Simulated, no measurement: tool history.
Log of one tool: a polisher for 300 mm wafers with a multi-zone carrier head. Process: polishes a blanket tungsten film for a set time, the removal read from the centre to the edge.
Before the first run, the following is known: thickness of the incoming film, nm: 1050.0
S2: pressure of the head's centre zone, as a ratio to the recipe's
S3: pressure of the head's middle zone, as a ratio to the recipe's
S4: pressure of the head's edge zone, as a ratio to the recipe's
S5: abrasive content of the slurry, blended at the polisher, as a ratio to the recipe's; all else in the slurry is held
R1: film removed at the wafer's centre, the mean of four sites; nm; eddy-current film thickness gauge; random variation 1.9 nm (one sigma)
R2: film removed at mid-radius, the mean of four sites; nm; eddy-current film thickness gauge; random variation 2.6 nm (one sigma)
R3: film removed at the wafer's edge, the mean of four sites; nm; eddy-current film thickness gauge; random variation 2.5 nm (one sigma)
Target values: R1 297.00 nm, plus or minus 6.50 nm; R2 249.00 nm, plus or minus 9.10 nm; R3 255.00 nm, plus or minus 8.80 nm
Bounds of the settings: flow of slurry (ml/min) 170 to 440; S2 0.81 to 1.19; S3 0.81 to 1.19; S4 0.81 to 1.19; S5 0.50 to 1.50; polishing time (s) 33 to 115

run 1 hour=0.0 | flow_of_slurry_(ml/min)=280 S2=1.00 S3=1.00 S4=1.00 S5=1.00 polishing_time_(s)=73 | R1=364.20 R2=356.12 R3=371.55
run 2 hour=6.7 | flow_of_slurry_(ml/min)=280 S2=1.00 S3=1.00 S4=1.06 S5=1.00 polishing_time_(s)=73 | R1=365.80 R2=352.39 R3=372.87
run 3 hour=7.8 | flow_of_slurry_(ml/min)=295 S2=1.04 S3=1.00 S4=1.05 S5=0.85 polishing_time_(s)=68 | R1=341.51 R2=316.71 R3=333.49
run 4 hour=10.3 | flow_of_slurry_(ml/min)=295 S2=1.04 S3=1.00 S4=1.05 S5=0.85 polishing_time_(s)=50 | R1=248.63 R2=233.92 R3=241.00
run 5 hour=18.5 | flow_of_slurry_(ml/min)=295 S2=1.04 S3=1.00 S4=1.10 S5=0.85 polishing_time_(s)=50 | R1=251.41 R2=233.86 R3=251.52
run 6 hour=23.7 | flow_of_slurry_(ml/min)=310 S2=1.08 S3=1.01 S4=1.10 S5=0.85 polishing_time_(s)=50 | R1=262.18 R2=234.54 R3=246.63
run 7 hour=32.0 | flow_of_slurry_(ml/min)=315 S2=1.10 S3=1.02 S4=1.11 S5=0.90 polishing_time_(s)=50 | R1=273.75 R2=241.88 R3=257.27
run 8 hour=32.6 | flow_of_slurry_(ml/min)=330 S2=1.12 S3=1.02 S4=1.10 S5=0.90 polishing_time_(s)=50 | R1=279.42 R2=240.39 R3=253.79

Below are 4 possible settings for the next run. Only one of them brings all results inside the allowed miss of their targets. Which is it?
run A hour=33.2 | flow_of_slurry_(ml/min)=315 S2=1.19 S3=0.98 S4=1.13 S5=0.85 polishing_time_(s)=50 | R1=? R2=? R3=?
run B hour=33.2 | flow_of_slurry_(ml/min)=300 S2=1.12 S3=1.00 S4=1.19 S5=0.85 polishing_time_(s)=49 | R1=? R2=? R3=?
run C hour=33.2 | flow_of_slurry_(ml/min)=355 S2=1.17 S3=1.03 S4=1.05 S5=0.85 polishing_time_(s)=52 | R1=? R2=? R3=?
run D hour=33.2 | flow_of_slurry_(ml/min)=320 S2=1.18 S3=1.05 S4=1.08 S5=0.95 polishing_time_(s)=47 | R1=? R2=? R3=?

move=A R1=289.97 R2=229.72 R3=250.43
move=B R1=266.06 R2=228.02 R3=249.61
move=C R1=299.94 R2=251.78 R3=255.04
move=D R1=279.90 R2=236.94 R3=239.10
A: gains on the last run, yet a result remains outside its allowed miss
B: the biggest miss grows against the last run
C: all results land within tolerance of their targets
D: about as far from the targets as the last run
Correct choice: C, which meets every target
